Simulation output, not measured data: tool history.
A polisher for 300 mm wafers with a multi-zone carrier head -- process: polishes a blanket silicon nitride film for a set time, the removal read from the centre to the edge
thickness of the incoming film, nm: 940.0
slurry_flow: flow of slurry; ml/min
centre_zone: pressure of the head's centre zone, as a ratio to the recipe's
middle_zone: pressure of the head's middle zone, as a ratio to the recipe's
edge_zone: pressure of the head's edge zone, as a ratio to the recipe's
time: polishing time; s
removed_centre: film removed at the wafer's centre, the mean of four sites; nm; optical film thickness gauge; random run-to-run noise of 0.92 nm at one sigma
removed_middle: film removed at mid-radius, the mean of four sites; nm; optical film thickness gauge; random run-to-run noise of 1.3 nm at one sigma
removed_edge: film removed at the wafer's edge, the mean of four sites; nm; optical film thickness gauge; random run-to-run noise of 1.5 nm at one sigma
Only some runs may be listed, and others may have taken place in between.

run,day,slurry_flow,centre_zone,middle_zone,edge_zone,time,removed_centre,removed_middle,removed_edge
1,0,215,1,1,1,65,126.34,131.98,129.33
2,0.15,255,1,1,1,65,128.82,134.1,128.1
3,0.35,255,1,1,1,80,160.38,164.66,161.33
4,0.379,255,0.94,1,1,80,152.01,163,159.34
5,0.65,255,0.9,1,0.98,74,132.02,153.24,146.31
6,0.742,265,0.89,0.99,0.96,69,123.75,141.13,133.61
7,0.875,265,0.87,0.99,0.94,66,115.16,137.46,129.76
8,1.129,265,0.87,0.99,0.94,66,116.73,135.57,132.16
9,1.246,275,0.87,1.01,0.94,62,108.94,131.39,120.55
10,1.433,275,0.87,1.01,0.94,60,104.58,127.63,115.01

Run 11 is up next; what results do you expect?
11,1.488,275,0.87,1.01,0.94,59,?,?,?

{"run 11": {"removed_centre": 105.55, "removed_middle": 124.49, "removed_edge": 117.38}}
